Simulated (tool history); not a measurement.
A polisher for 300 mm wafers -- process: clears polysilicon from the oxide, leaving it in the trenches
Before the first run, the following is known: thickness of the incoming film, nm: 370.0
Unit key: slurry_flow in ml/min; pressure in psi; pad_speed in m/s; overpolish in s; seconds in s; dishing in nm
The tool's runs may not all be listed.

| run | hour | slurry_flow | pressure | pad_speed | overpolish | seconds | dishing |
|---|---|---|---|---|---|---|---|
| 1 | 0.0 | 170 | 2.3 | 0.88 | 17 | 28.316 | 40.330 |
| 2 | 7.6 | 170 | 2.1 | 0.88 | 15 | 30.697 | 39.429 |
| 3 | 11.2 | 170 | 2.1 | 0.88 | 20 | 30.761 | 37.908 |
| 4 | 13.1 | 170 | 2.1 | 0.80 | 20 | 32.831 | 38.765 |
| 5 | 21.6 | 165 | 1.9 | 0.80 | 22 | 35.446 | 38.898 |
| 6 | 27.5 | 180 | 1.8 | 0.78 | 24 | 37.692 | 39.287 |
| 7 | 30.1 | 170 | 1.7 | 0.78 | 25 | 40.391 | 37.910 |
| 8 | 36.2 | 120 | 1.1 | 0.84 | 33 | 56.979 | 39.167 |
| 9 | 43.2 | 130 | 1.1 | 0.82 | 29 | 56.960 | 39.761 |
| 10 | 49.0 | 150 | 1.1 | 0.80 | 30 | 57.540 | 39.211 |

What does the tool deliver on the next run?
| 11 | 55.5 | 200 | 1.1 | 0.78 | 22 | ? | ? |

{"run 11": {"seconds": 54.595, "dishing": 38.877}}
